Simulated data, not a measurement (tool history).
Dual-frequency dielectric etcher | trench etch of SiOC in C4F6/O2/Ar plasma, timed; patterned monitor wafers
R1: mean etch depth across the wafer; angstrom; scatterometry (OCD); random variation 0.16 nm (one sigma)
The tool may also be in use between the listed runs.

{"run": 1, "day": 0.0, "source power (W)": 410, "bias power (W)": 226, "etch time (s)": 18, "R1": 376.03}
{"run": 2, "day": 0.158, "source power (W)": 440, "bias power (W)": 226, "etch time (s)": 18, "R1": 392.39}
{"run": 3, "day": 0.412, "source power (W)": 440, "bias power (W)": 226, "etch time (s)": 18, "R1": 393.69}
{"run": 4, "day": 0.438, "source power (W)": 390, "bias power (W)": 226, "etch time (s)": 18, "R1": 369.29}
{"run": 5, "day": 0.788, "source power (W)": 430, "bias power (W)": 228, "etch time (s)": 18, "R1": 386.06}
{"run": 6, "day": 0.958, "source power (W)": 460, "bias power (W)": 232, "etch time (s)": 18, "R1": 401.67}
{"run": 7, "day": 1.208, "source power (W)": 480, "bias power (W)": 236, "etch time (s)": 18, "R1": 413.91}
{"run": 8, "day": 1.575, "source power (W)": 500, "bias power (W)": 238, "etch time (s)": 18, "R1": 424.02}

The next listed run, before its measurement:
{"run": 9, "day": 1.771, "source power (W)": 510, "bias power (W)": 240, "etch time (s)": 18, "R1": "?"}

R1: 427.95 angstrom
